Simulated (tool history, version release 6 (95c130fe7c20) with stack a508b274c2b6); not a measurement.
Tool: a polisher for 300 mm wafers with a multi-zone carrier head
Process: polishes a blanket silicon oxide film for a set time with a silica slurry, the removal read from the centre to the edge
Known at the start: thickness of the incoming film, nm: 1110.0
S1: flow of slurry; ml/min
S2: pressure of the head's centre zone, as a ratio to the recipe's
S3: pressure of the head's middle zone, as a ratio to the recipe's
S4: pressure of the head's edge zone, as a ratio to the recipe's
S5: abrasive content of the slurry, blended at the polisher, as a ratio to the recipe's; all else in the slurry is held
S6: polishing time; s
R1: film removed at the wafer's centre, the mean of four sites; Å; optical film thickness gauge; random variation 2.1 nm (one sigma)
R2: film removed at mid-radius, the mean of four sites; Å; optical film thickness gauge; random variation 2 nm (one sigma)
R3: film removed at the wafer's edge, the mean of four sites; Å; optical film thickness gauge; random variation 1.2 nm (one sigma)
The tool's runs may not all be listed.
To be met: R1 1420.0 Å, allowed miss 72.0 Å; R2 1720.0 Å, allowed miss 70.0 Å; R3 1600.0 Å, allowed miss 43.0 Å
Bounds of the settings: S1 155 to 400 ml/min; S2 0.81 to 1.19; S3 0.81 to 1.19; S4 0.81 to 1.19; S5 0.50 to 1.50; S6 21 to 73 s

Run 1, hour 0.0: S1 255 ml/min, S2 1.00, S3 1.00, S4 1.00, S5 1.00, S6 47 s. Result: R1 1267.3 Å, R2 1249.1 Å, R3 1221.0 Å.
Run 2, hour 5.4: S1 255 ml/min, S2 0.99, S3 1.01, S4 1.01, S5 1.05, S6 47 s. Result: R1 1266.6 Å, R2 1251.1 Å, R3 1252.4 Å.
Run 3, hour 10.0: S1 260 ml/min, S2 0.98, S3 1.03, S4 1.01, S5 1.10, S6 47 s. Result: R1 1287.1 Å, R2 1317.3 Å, R3 1254.0 Å.
Run 4, hour 13.2: S1 260 ml/min, S2 0.97, S3 1.04, S4 1.02, S5 1.15, S6 47 s. Result: R1 1286.3 Å, R2 1341.5 Å, R3 1272.0 Å.
Run 5, hour 21.1: S1 260 ml/min, S2 0.97, S3 1.04, S4 1.02, S5 1.35, S6 47 s. Result: R1 1337.1 Å, R2 1453.0 Å, R3 1344.0 Å.
Run 6, hour 27.1: S1 260 ml/min, S2 0.96, S3 1.04, S4 1.03, S5 1.35, S6 47 s. Result: R1 1357.8 Å, R2 1409.0 Å, R3 1350.5 Å.
Run 7, hour 28.9: S1 260 ml/min, S2 0.95, S3 1.05, S4 1.04, S5 1.35, S6 48 s. Result: R1 1374.3 Å, R2 1457.4 Å, R3 1386.6 Å.
Run 8, hour 35.3: S1 260 ml/min, S2 0.94, S3 1.06, S4 1.05, S5 1.35, S6 48 s. Result: R1 1308.4 Å, R2 1490.1 Å, R3 1406.4 Å.
Run 9, hour 38.9: S1 265 ml/min, S2 0.94, S3 1.07, S4 1.06, S5 1.35, S6 48 s. Result: R1 1357.9 Å, R2 1513.7 Å, R3 1412.0 Å.
Run 10, hour 41.5: S1 270 ml/min, S2 0.94, S3 1.08, S4 1.07, S5 1.35, S6 48 s. Result: R1 1321.7 Å, R2 1525.2 Å, R3 1392.1 Å.
Run 11, hour 42.2: S1 270 ml/min, S2 0.94, S3 1.08, S4 1.08, S5 1.35, S6 48 s. Result: R1 1386.4 Å, R2 1498.6 Å, R3 1421.8 Å.
Run 12, hour 49.3: S1 270 ml/min, S2 0.93, S3 1.09, S4 1.09, S5 1.35, S6 48 s. Result: R1 1349.7 Å, R2 1510.1 Å, R3 1424.3 Å.
At hour 55.0: edge zone pressure recalibrated.
Run 13, hour 55.0: S1 270 ml/min, S2 0.93, S3 1.10, S4 1.10, S5 1.35, S6 48 s. Result: R1 1354.9 Å, R2 1513.5 Å, R3 1493.5 Å.
Run 14, hour 62.1: S1 315 ml/min, S2 0.92, S3 1.19, S4 1.08, S5 1.45, S6 48 s. Result: R1 1393.2 Å, R2 1692.6 Å, R3 1518.0 Å.

5 next moves are on the table. One of them brings every result within its allowed miss. Which?
Run A, hour 69.2: S1 290 ml/min, S2 0.92, S3 1.16, S4 1.13, S5 1.35, S6 51 s. Result: R1 ?, R2 ?, R3 ?.
Run B, hour 69.2: S1 345 ml/min, S2 0.88, S3 1.09, S4 1.19, S5 1.40, S6 49 s. Result: R1 ?, R2 ?, R3 ?.
Run C, hour 69.2: S1 345 ml/min, S2 0.97, S3 1.17, S4 1.07, S5 1.40, S6 47 s. Result: R1 ?, R2 ?, R3 ?.
Run D, hour 69.2: S1 335 ml/min, S2 0.97, S3 1.18, S4 1.01, S5 1.40, S6 48 s. Result: R1 ?, R2 ?, R3 ?.
Run E, hour 69.2: S1 330 ml/min, S2 0.96, S3 1.16, S4 1.00, S5 1.45, S6 47 s. Result: R1 ?, R2 ?, R3 ?.

move      R1      R2      R3
   A  1417.2  1696.3  1593.8
   B  1340.3  1588.5  1612.3
   C  1419.0  1618.8  1463.0
   D  1445.0  1661.2  1449.1
   E  1412.3  1617.2  1425.6
A: meets every target
B: brings the result that was furthest off to its target, and leaves another outside
C: further off than the last run
D: further off than the last run
E: further off than the last run
Answer: A
